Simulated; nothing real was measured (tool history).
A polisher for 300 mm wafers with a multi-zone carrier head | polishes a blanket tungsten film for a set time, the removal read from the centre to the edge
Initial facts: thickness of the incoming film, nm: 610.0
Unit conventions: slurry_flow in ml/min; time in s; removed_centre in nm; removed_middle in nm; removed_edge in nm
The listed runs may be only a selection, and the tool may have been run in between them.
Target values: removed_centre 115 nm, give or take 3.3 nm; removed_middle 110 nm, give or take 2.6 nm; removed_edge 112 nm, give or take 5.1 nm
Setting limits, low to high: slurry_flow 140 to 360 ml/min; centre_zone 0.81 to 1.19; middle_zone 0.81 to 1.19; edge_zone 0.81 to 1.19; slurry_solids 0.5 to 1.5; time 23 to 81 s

run  hour  slurry_flow  centre_zone  middle_zone  edge_zone  slurry_solids  time  removed_centre  removed_middle  removed_edge
  1     0          230            1            1          1              1    52          206.25           204.9        208.58
  2   5.1          230            1         1.04          1              1    52          205.23          209.61        209.83
  3  13.4          225         0.99            1       0.97            0.9    48          182.57          184.92        184.68
  4  21.7          220         0.98         0.96       0.95            0.8    45          168.73          165.59        172.78
  5  28.4          220         0.98         0.96       0.95            0.8    56           206.8          207.02        214.22
  6  35.6          220         0.98         0.96       0.95           0.65    56          200.59          198.46        206.97
  7  38.7          215         0.97         0.91       0.85            0.5    42          143.13          140.62        138.73
  8  43.1          210         0.96         0.89       0.84            0.5    40           133.7          130.13        130.45
  9  43.9          210         0.96         0.89       0.84            0.5    40          134.94          130.49        136.06
 10  45.4          210         0.98          0.9       0.81            0.5    29           99.65          95.473        95.009
 11  52.6          230         0.98         0.91       0.84           0.55    29          102.82          99.961        100.49
 12  58.7          240         0.99         0.92       0.86            0.6    29           106.4          100.76        101.35

Of the 4 settings listed for the next run, only one would bring every result within its allowed miss of target. Which one?
  A  64.8          240            1         0.95        0.9           0.75    30               ?               ?             ?
  B  64.8          325         1.17         1.12       0.81            0.6    27               ?               ?             ?
  C  64.8          205         0.91            1       0.88            0.5    31               ?               ?             ?
  D  64.8          205         0.91         0.81        0.9           0.55    31               ?               ?             ?

move  removed_centre  removed_middle  removed_edge
   A          114.09          108.97         109.1
   B          121.11          109.48        92.977
   C          98.993          107.78        103.82
   D          100.07          95.571        106.36
A: all results land within tolerance of their targets
B: the worst result of the last run now meets its target, but another is out of spec
C: the worst result of the last run now meets its target, but another is out of spec
D: the biggest miss grows against the last run
The right move is A.

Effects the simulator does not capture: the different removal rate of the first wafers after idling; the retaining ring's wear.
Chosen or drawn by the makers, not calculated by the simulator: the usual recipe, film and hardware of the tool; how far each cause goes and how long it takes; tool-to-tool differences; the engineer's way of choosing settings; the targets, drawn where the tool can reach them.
